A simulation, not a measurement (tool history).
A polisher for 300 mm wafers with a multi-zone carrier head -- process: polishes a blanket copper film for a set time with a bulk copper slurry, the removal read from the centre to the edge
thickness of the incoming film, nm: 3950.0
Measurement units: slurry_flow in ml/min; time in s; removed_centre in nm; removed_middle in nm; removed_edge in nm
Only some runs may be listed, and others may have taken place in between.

run  hour  slurry_flow  centre_zone  middle_zone  edge_zone  slurry_solids  time  removed_centre  removed_middle  removed_edge
  1     0          280            1            1          1              1    34          528.06          513.25        529.32
  2   6.3          240            1            1          1              1    34           514.3           510.6        508.22
  3    12          245            1         0.98       0.99           0.95    33           495.8          479.58        490.44
  4    15          310            1         0.98       0.99           0.95    33          524.03          488.73        503.51
  5  23.1          310         0.96         0.98       0.99           0.95    33          487.08          490.56        504.35
  6  25.9          310         0.96         0.98       0.99           0.95    40          605.38          594.07        608.96
  7  26.9          250         1.01         0.88       0.89            0.7    30          423.93          370.58        399.73

Run 8 has not been measured yet. What should we expect?
  8  29.8          245         1.01         0.87       0.89            0.7    30               ?               ?             ?

removed_centre: 421.33 nm
removed_middle: 367.35 nm
removed_edge: 402.85 nm

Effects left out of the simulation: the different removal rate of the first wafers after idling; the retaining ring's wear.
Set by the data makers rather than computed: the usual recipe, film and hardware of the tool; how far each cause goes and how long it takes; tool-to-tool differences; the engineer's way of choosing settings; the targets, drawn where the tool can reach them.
